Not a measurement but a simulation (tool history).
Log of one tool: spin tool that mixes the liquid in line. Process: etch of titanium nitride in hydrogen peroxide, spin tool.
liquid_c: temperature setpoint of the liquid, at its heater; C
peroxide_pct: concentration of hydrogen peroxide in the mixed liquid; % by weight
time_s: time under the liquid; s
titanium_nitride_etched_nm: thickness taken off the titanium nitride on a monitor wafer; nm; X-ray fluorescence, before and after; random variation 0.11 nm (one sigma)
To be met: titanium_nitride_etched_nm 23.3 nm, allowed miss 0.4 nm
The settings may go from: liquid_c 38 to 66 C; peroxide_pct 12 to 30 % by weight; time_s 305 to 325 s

run 1 hour=0 | liquid_c=54 peroxide_pct=22 time_s=305 | titanium_nitride_etched_nm=24.978
run 2 hour=1.3 | liquid_c=53.5 peroxide_pct=22 time_s=305 | titanium_nitride_etched_nm=24.253
run 3 hour=3 | liquid_c=53.5 peroxide_pct=22 time_s=305 | titanium_nitride_etched_nm=24.229
run 4 hour=7.3 | liquid_c=53.5 peroxide_pct=22 time_s=305 | titanium_nitride_etched_nm=24.182
run 5 hour=14.3 | liquid_c=47.5 peroxide_pct=22 time_s=305 | titanium_nitride_etched_nm=15.763
run 6 hour=21.1 | liquid_c=47.5 peroxide_pct=20 time_s=305 | titanium_nitride_etched_nm=15.343
run 7 hour=24.6 | liquid_c=49.5 peroxide_pct=20 time_s=305 | titanium_nitride_etched_nm=17.822
run 8 hour=33.1 | liquid_c=50.5 peroxide_pct=20 time_s=305 | titanium_nitride_etched_nm=19.214
run 9 hour=38.7 | liquid_c=51.5 peroxide_pct=20 time_s=305 | titanium_nitride_etched_nm=20.621
run 10 hour=44.1 | liquid_c=52 peroxide_pct=20 time_s=305 | titanium_nitride_etched_nm=21.367
run 11 hour=48.3 | liquid_c=52.5 peroxide_pct=20 time_s=305 | titanium_nitride_etched_nm=22.287

Which of these 5 next moves meets every target?
run A hour=52.5 | liquid_c=53 peroxide_pct=21.5 time_s=315 | titanium_nitride_etched_nm=?
run B hour=52.5 | liquid_c=51 peroxide_pct=27 time_s=305 | titanium_nitride_etched_nm=?
run C hour=52.5 | liquid_c=53.5 peroxide_pct=21.5 time_s=305 | titanium_nitride_etched_nm=?
run D hour=52.5 | liquid_c=53 peroxide_pct=18.5 time_s=325 | titanium_nitride_etched_nm=?
run E hour=52.5 | liquid_c=52 peroxide_pct=22 time_s=325 | titanium_nitride_etched_nm=?

move=A titanium_nitride_etched_nm=24.231
move=B titanium_nitride_etched_nm=21.375
move=C titanium_nitride_etched_nm=24.307
move=D titanium_nitride_etched_nm=24.208
move=E titanium_nitride_etched_nm=23.399
A: takes the result that was furthest off past its target
B: further off than the last run
C: takes the result that was furthest off past its target
D: takes the result that was furthest off past its target
E: meets every target
Move E is the one to make.
